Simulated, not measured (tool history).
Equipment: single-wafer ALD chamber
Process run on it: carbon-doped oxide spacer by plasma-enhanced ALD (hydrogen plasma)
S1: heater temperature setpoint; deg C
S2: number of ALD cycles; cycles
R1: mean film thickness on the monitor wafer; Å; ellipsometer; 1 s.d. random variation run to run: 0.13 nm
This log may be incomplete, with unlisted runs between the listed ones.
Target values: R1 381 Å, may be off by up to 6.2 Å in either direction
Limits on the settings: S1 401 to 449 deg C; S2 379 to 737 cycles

{"run": 1, "hour": 0.0, "S1": 425, "S2": 558, "R1": 297.74}
{"run": 2, "hour": 6.3, "S1": 433, "S2": 558, "R1": 289.04}
{"run": 3, "hour": 15.3, "S1": 427, "S2": 558, "R1": 294.1}
{"run": 4, "hour": 20.8, "S1": 431, "S2": 558, "R1": 288.79}
{"run": 5, "hour": 24.8, "S1": 424, "S2": 585, "R1": 310.25}
{"run": 6, "hour": 32.4, "S1": 420, "S2": 612, "R1": 327.87}
{"run": 7, "hour": 34.4, "S1": 417, "S2": 632, "R1": 342.18}
{"run": 8, "hour": 43.2, "S1": 414, "S2": 645, "R1": 353.94}
{"run": 9, "hour": 44.7, "S1": 414, "S2": 645, "R1": 353.32}

Exercise: of the 5 proposed moves below, exactly one satisfies all targets within the stated allowed misses. Which move is it?
{"run": "A", "hour": 46.2, "S1": 420, "S2": 583, "R1": "?"}
{"run": "B", "hour": 46.2, "S1": 415, "S2": 649, "R1": "?"}
{"run": "C", "hour": 46.2, "S1": 421, "S2": 616, "R1": "?"}
{"run": "D", "hour": 46.2, "S1": 411, "S2": 684, "R1": "?"}
{"run": "E", "hour": 46.2, "S1": 419, "S2": 574, "R1": "?"}

move=A R1=316.15
move=B R1=357.24
move=C R1=333.04
move=D R1=380.98
move=E R1=312.21
A: the biggest miss grows against the last run
B: nearer the targets than the last run, but a result is still out of spec
C: the biggest miss grows against the last run
D: all results land within tolerance of their targets
E: the biggest miss grows against the last run
D meets every target.

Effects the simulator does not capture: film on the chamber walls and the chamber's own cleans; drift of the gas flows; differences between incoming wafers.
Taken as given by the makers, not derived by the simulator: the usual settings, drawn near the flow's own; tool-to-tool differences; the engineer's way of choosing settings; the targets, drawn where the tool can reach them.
